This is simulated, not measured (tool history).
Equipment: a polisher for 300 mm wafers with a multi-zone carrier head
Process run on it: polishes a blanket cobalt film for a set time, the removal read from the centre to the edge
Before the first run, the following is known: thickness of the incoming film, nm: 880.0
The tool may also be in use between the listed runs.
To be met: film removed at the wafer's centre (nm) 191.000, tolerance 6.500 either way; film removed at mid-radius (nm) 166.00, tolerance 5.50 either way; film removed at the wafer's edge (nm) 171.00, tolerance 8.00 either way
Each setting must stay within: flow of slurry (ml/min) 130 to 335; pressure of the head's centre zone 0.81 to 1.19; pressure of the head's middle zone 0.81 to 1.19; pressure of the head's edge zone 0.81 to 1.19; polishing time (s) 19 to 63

run,day,flow of slurry (ml/min),pressure of the head's centre zone,pressure of the head's middle zone,pressure of the head's edge zone,polishing time (s),film removed at the wafer's centre (nm),film removed at mid-radius (nm),film removed at the wafer's edge (nm)
1,0.000,215,1.00,1.00,1.00,41,131.960,132.35,131.46
2,0.325,215,1.00,1.00,0.94,41,130.860,129.85,126.64
3,0.638,215,1.00,1.00,0.94,33,106.820,104.01,102.65
4,0.908,215,0.93,1.00,0.94,33,99.272,105.84,102.21
5,1.033,225,0.99,1.01,0.98,36,117.520,115.90,118.91
6,1.083,225,1.03,1.04,0.99,38,126.520,126.04,122.20
7,1.112,240,1.07,1.05,1.02,40,140.880,136.07,129.36
8,1.271,250,1.09,1.04,1.05,42,149.110,141.20,140.39
9,1.450,255,1.11,1.04,1.07,43,157.120,147.46,141.38
10,1.483,260,1.12,1.02,1.09,45,168.110,148.58,153.65
11,1.733,265,1.13,1.03,1.11,46,170.690,152.29,157.59
12,2.100,270,1.14,1.04,1.12,47,175.360,159.49,160.29
13,2.129,275,1.15,1.04,1.13,47,184.860,160.19,166.59
14,2.375,300,1.15,1.07,1.14,47,179.140,162.53,163.49
15,2.550,300,1.16,1.07,1.14,47,181.660,164.38,165.23

Exactly one of the 4 candidate moves below puts every result within its allowed miss. Which one?
A,2.725,295,1.13,1.09,1.14,46,?,?,?
B,2.725,265,1.17,1.05,1.14,49,?,?,?
C,2.725,305,1.11,1.04,1.18,46,?,?,?
D,2.725,325,1.00,0.95,1.18,51,?,?,?

move,film removed at the wafer's centre (nm),film removed at mid-radius (nm),film removed at the wafer's edge (nm)
A,172.640,164.15,162.66
B,187.970,167.50,171.85
C,170.130,158.38,166.13
D,170.830,164.04,185.25
A: the biggest miss grows against the last run
B: every result lands within tolerance
C: the biggest miss grows against the last run
D: the biggest miss grows against the last run
The right move is B.

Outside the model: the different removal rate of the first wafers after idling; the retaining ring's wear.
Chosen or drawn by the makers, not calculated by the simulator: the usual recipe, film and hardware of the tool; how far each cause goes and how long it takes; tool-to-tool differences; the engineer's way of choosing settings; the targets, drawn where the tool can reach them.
